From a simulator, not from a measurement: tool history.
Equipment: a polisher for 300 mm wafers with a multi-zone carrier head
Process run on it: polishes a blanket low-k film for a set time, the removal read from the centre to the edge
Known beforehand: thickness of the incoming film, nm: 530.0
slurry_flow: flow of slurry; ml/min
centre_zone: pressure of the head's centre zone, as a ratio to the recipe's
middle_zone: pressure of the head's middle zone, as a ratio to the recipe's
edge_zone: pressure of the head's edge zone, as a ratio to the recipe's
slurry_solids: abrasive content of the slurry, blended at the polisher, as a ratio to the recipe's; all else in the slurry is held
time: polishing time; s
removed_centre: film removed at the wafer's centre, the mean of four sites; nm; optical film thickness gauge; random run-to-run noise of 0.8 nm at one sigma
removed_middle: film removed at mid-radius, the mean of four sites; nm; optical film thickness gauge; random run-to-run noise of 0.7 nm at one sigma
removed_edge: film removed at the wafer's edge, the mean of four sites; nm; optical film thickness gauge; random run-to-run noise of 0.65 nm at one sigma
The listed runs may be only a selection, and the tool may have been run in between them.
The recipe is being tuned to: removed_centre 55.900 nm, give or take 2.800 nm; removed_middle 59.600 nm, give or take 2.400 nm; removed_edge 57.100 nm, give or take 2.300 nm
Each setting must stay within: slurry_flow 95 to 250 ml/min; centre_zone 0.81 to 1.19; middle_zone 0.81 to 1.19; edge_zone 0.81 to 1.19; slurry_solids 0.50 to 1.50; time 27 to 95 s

run 1 day=0.000 | slurry_flow=160 centre_zone=1.00 middle_zone=1.00 edge_zone=1.00 slurry_solids=1.00 time=61 | removed_centre=34.653 removed_middle=35.133 removed_edge=36.033
run 2 day=0.342 | slurry_flow=160 centre_zone=0.92 middle_zone=1.00 edge_zone=1.00 slurry_solids=1.00 time=61 | removed_centre=32.788 removed_middle=35.447 removed_edge=35.384
run 3 day=0.425 | slurry_flow=165 centre_zone=0.94 middle_zone=1.02 edge_zone=1.01 slurry_solids=1.10 time=62 | removed_centre=35.368 removed_middle=38.742 removed_edge=38.190
run 4 day=0.762 | slurry_flow=170 centre_zone=0.97 middle_zone=1.03 edge_zone=1.02 slurry_solids=1.15 time=63 | removed_centre=37.928 removed_middle=40.372 removed_edge=39.521
-- day=1.067 slurry nozzle cleaned
run 5 day=1.067 | slurry_flow=170 centre_zone=0.97 middle_zone=1.04 edge_zone=1.03 slurry_solids=1.20 time=65 | removed_centre=42.135 removed_middle=44.551 removed_edge=44.380
run 6 day=1.242 | slurry_flow=170 centre_zone=0.97 middle_zone=0.99 edge_zone=1.03 slurry_solids=1.20 time=65 | removed_centre=41.321 removed_middle=43.613 removed_edge=44.573
run 7 day=1.521 | slurry_flow=175 centre_zone=0.98 middle_zone=1.01 edge_zone=1.04 slurry_solids=1.25 time=65 | removed_centre=43.266 removed_middle=45.976 removed_edge=44.688
run 8 day=1.717 | slurry_flow=175 centre_zone=0.98 middle_zone=1.01 edge_zone=1.04 slurry_solids=1.25 time=65 | removed_centre=44.991 removed_middle=44.719 removed_edge=45.744
run 9 day=1.888 | slurry_flow=175 centre_zone=0.97 middle_zone=1.03 edge_zone=1.05 slurry_solids=1.30 time=66 | removed_centre=44.609 removed_middle=48.197 removed_edge=46.379
run 10 day=2.096 | slurry_flow=180 centre_zone=0.97 middle_zone=1.03 edge_zone=1.06 slurry_solids=1.35 time=67 | removed_centre=45.803 removed_middle=48.422 removed_edge=48.618
run 11 day=2.221 | slurry_flow=180 centre_zone=0.98 middle_zone=1.04 edge_zone=1.06 slurry_solids=1.35 time=68 | removed_centre=46.333 removed_middle=49.995 removed_edge=50.300
run 12 day=2.592 | slurry_flow=185 centre_zone=0.99 middle_zone=1.05 edge_zone=1.05 slurry_solids=1.35 time=69 | removed_centre=49.479 removed_middle=51.525 removed_edge=49.199
run 13 day=2.658 | slurry_flow=185 centre_zone=0.99 middle_zone=1.06 edge_zone=1.06 slurry_solids=1.35 time=69 | removed_centre=49.577 removed_middle=52.432 removed_edge=49.754
run 14 day=2.829 | slurry_flow=185 centre_zone=0.99 middle_zone=1.06 edge_zone=1.07 slurry_solids=1.35 time=69 | removed_centre=48.101 removed_middle=51.802 removed_edge=50.791
run 15 day=3.183 | slurry_flow=185 centre_zone=1.00 middle_zone=1.07 edge_zone=1.07 slurry_solids=1.35 time=69 | removed_centre=49.875 removed_middle=52.792 removed_edge=50.337
run 16 day=3.488 | slurry_flow=185 centre_zone=1.00 middle_zone=1.08 edge_zone=1.08 slurry_solids=1.35 time=69 | removed_centre=49.488 removed_middle=52.447 removed_edge=49.957
run 17 day=3.708 | slurry_flow=185 centre_zone=1.00 middle_zone=1.08 edge_zone=1.09 slurry_solids=1.35 time=69 | removed_centre=49.312 removed_middle=52.696 removed_edge=51.181
run 18 day=3.762 | slurry_flow=185 centre_zone=1.01 middle_zone=1.09 edge_zone=1.10 slurry_solids=1.35 time=69 | removed_centre=49.920 removed_middle=52.267 removed_edge=52.202
run 19 day=4.096 | slurry_flow=190 centre_zone=1.01 middle_zone=1.10 edge_zone=1.11 slurry_solids=1.35 time=69 | removed_centre=50.997 removed_middle=53.655 removed_edge=50.557
run 20 day=4.425 | slurry_flow=190 centre_zone=1.01 middle_zone=1.10 edge_zone=1.12 slurry_solids=1.45 time=70 | removed_centre=52.679 removed_middle=54.384 removed_edge=54.336
run 21 day=4.733 | slurry_flow=195 centre_zone=1.01 middle_zone=1.10 edge_zone=1.12 slurry_solids=1.45 time=70 | removed_centre=51.725 removed_middle=55.346 removed_edge=54.267
run 22 day=4.767 | slurry_flow=195 centre_zone=1.01 middle_zone=1.11 edge_zone=1.12 slurry_solids=1.45 time=70 | removed_centre=51.236 removed_middle=56.457 removed_edge=55.317
run 23 day=4.883 | slurry_flow=195 centre_zone=1.02 middle_zone=1.11 edge_zone=1.12 slurry_solids=1.45 time=70 | removed_centre=53.239 removed_middle=55.266 removed_edge=55.285
run 24 day=5.012 | slurry_flow=195 centre_zone=1.02 middle_zone=1.12 edge_zone=1.12 slurry_solids=1.45 time=70 | removed_centre=52.252 removed_middle=56.114 removed_edge=55.525
run 25 day=5.288 | slurry_flow=200 centre_zone=1.03 middle_zone=1.12 edge_zone=1.12 slurry_solids=1.45 time=70 | removed_centre=55.266 removed_middle=55.157 removed_edge=54.510

Consider the 5 candidate settings below. Which is the only one whose results all fall within their allowed miss of target?
run A day=5.562 | slurry_flow=210 centre_zone=1.08 middle_zone=1.11 edge_zone=1.16 slurry_solids=1.25 time=70 | removed_centre=? removed_middle=? removed_edge=?
run B day=5.562 | slurry_flow=215 centre_zone=1.05 middle_zone=1.16 edge_zone=1.09 slurry_solids=1.45 time=66 | removed_centre=? removed_middle=? removed_edge=?
run C day=5.562 | slurry_flow=195 centre_zone=1.19 middle_zone=1.05 edge_zone=1.19 slurry_solids=1.25 time=70 | removed_centre=? removed_middle=? removed_edge=?
run D day=5.562 | slurry_flow=205 centre_zone=1.01 middle_zone=1.11 edge_zone=1.11 slurry_solids=1.40 time=75 | removed_centre=? removed_middle=? removed_edge=?
run E day=5.562 | slurry_flow=225 centre_zone=1.04 middle_zone=1.19 edge_zone=1.07 slurry_solids=1.45 time=67 | removed_centre=? removed_middle=? removed_edge=?

move=A removed_centre=52.437 removed_middle=53.131 removed_edge=51.993
move=B removed_centre=51.080 removed_middle=55.127 removed_edge=50.366
move=C removed_centre=57.098 removed_middle=50.272 removed_edge=52.306
move=D removed_centre=54.669 removed_middle=59.311 removed_edge=56.767
move=E removed_centre=51.717 removed_middle=57.476 removed_edge=50.870
A: the biggest miss grows against the last run
B: the biggest miss grows against the last run
C: the biggest miss grows against the last run
D: in spec on every target
E: the furthest-off result lands on target, but another misses its tolerance
Answer: D
